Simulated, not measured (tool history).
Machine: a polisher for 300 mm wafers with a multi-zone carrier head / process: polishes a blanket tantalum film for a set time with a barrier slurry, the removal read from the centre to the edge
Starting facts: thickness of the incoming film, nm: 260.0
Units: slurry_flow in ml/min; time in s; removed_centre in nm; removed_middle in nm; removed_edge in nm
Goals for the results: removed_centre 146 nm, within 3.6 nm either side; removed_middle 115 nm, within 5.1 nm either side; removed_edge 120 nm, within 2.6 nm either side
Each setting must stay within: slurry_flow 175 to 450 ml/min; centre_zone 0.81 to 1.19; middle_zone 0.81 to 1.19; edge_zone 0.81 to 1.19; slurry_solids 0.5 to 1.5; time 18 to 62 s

run 1 hour=0 | slurry_flow=290 centre_zone=1 middle_zone=1 edge_zone=1 slurry_solids=1 time=40 | removed_centre=106.94 removed_middle=107.7 removed_edge=104.43
run 2 hour=4.5 | slurry_flow=305 centre_zone=1.04 middle_zone=0.99 edge_zone=1.02 slurry_solids=1.05 time=40 | removed_centre=111.65 removed_middle=105.98 removed_edge=107.08
run 3 hour=13.1 | slurry_flow=305 centre_zone=1.04 middle_zone=0.99 edge_zone=1.02 slurry_solids=1.05 time=46 | removed_centre=129.3 removed_middle=120.94 removed_edge=124.11
run 4 hour=13.9 | slurry_flow=375 centre_zone=1.04 middle_zone=0.99 edge_zone=1.02 slurry_solids=1.05 time=46 | removed_centre=130.91 removed_middle=126.01 removed_edge=125.56
run 5 hour=22.7 | slurry_flow=375 centre_zone=0.99 middle_zone=0.99 edge_zone=1.02 slurry_solids=1.05 time=46 | removed_centre=124.63 removed_middle=124.64 removed_edge=124.73
run 6 hour=25.8 | slurry_flow=375 centre_zone=1.02 middle_zone=0.97 edge_zone=1 slurry_solids=1.05 time=46 | removed_centre=129.06 removed_middle=125.23 removed_edge=124.88
run 7 hour=33.2 | slurry_flow=370 centre_zone=1.05 middle_zone=0.95 edge_zone=0.99 slurry_solids=1.05 time=46 | removed_centre=131.33 removed_middle=118.5 removed_edge=123.12
run 8 hour=35.5 | slurry_flow=370 centre_zone=1.07 middle_zone=0.95 edge_zone=0.98 slurry_solids=1.05 time=46 | removed_centre=134.96 removed_middle=120.05 removed_edge=122.41
run 9 hour=37.2 | slurry_flow=370 centre_zone=1.09 middle_zone=0.94 edge_zone=0.97 slurry_solids=1.05 time=46 | removed_centre=137.81 removed_middle=119.06 removed_edge=121.81
run 10 hour=37.8 | slurry_flow=370 centre_zone=1.1 middle_zone=0.93 edge_zone=0.97 slurry_solids=1.05 time=46 | removed_centre=138.79 removed_middle=116.28 removed_edge=122.4

Which of these 4 next moves meets every target?
run A hour=38.4 | slurry_flow=425 centre_zone=1.08 middle_zone=0.95 edge_zone=1.01 slurry_solids=1.05 time=46 | removed_centre=? removed_middle=? removed_edge=?
run B hour=38.4 | slurry_flow=375 centre_zone=1.19 middle_zone=0.93 edge_zone=0.98 slurry_solids=0.9 time=46 | removed_centre=? removed_middle=? removed_edge=?
run C hour=38.4 | slurry_flow=345 centre_zone=1.09 middle_zone=0.94 edge_zone=1.02 slurry_solids=1.1 time=45 | removed_centre=? removed_middle=? removed_edge=?
run D hour=38.4 | slurry_flow=340 centre_zone=1.06 middle_zone=0.94 edge_zone=0.95 slurry_solids=1.15 time=46 | removed_centre=? removed_middle=? removed_edge=?

move=A removed_centre=137.19 removed_middle=121.54 removed_edge=124.18
move=B removed_centre=144.56 removed_middle=115.03 removed_edge=118.1
move=C removed_centre=134.33 removed_middle=117.18 removed_edge=121.73
move=D removed_centre=134.71 removed_middle=120.66 removed_edge=121.16
A: further off than the last run
B: all results in spec
C: further off than the last run
D: further off than the last run
B is the move that brings every result within its allowed miss.
